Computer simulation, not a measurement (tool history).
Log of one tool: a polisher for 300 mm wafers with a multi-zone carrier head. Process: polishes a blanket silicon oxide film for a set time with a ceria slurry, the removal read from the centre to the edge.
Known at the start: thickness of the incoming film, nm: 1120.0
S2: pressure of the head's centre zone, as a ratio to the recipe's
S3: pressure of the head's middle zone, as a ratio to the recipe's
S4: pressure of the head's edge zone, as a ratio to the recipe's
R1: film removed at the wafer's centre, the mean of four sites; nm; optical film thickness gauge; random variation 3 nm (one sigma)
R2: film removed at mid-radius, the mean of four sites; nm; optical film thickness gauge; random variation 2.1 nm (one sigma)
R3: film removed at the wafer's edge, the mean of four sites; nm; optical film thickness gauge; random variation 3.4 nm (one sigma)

{"run": 1, "day": 0.0, "flow of slurry (ml/min)": 295, "S2": 1.0, "S3": 1.0, "S4": 1.0, "polishing time (s)": 58, "R1": 378.69, "R2": 373.78, "R3": 383.91}
{"run": 2, "day": 0.225, "flow of slurry (ml/min)": 290, "S2": 0.97, "S3": 0.97, "S4": 0.96, "polishing time (s)": 56, "R1": 354.04, "R2": 352.84, "R3": 349.93}
{"run": 3, "day": 0.429, "flow of slurry (ml/min)": 360, "S2": 0.97, "S3": 0.97, "S4": 0.96, "polishing time (s)": 56, "R1": 361.31, "R2": 354.47, "R3": 361.31}
{"run": 4, "day": 0.621, "flow of slurry (ml/min)": 355, "S2": 0.93, "S3": 0.94, "S4": 0.95, "polishing time (s)": 56, "R1": 349.45, "R2": 345.2, "R3": 358.24}
{"run": 5, "day": 0.792, "flow of slurry (ml/min)": 355, "S2": 0.89, "S3": 0.94, "S4": 0.95, "polishing time (s)": 56, "R1": 334.68, "R2": 346.59, "R3": 351.44}
{"run": 6, "day": 1.088, "flow of slurry (ml/min)": 345, "S2": 0.87, "S3": 0.92, "S4": 0.94, "polishing time (s)": 55, "R1": 326.92, "R2": 332.17, "R3": 342.19}

The next listed run, before its measurement:
{"run": 7, "day": 1.388, "flow of slurry (ml/min)": 340, "S2": 0.85, "S3": 0.91, "S4": 0.94, "polishing time (s)": 54, "R1": "?", "R2": "?", "R3": "?"}

{"run 7": {"R1": 313.2, "R2": 326.33, "R3": 337.6}}
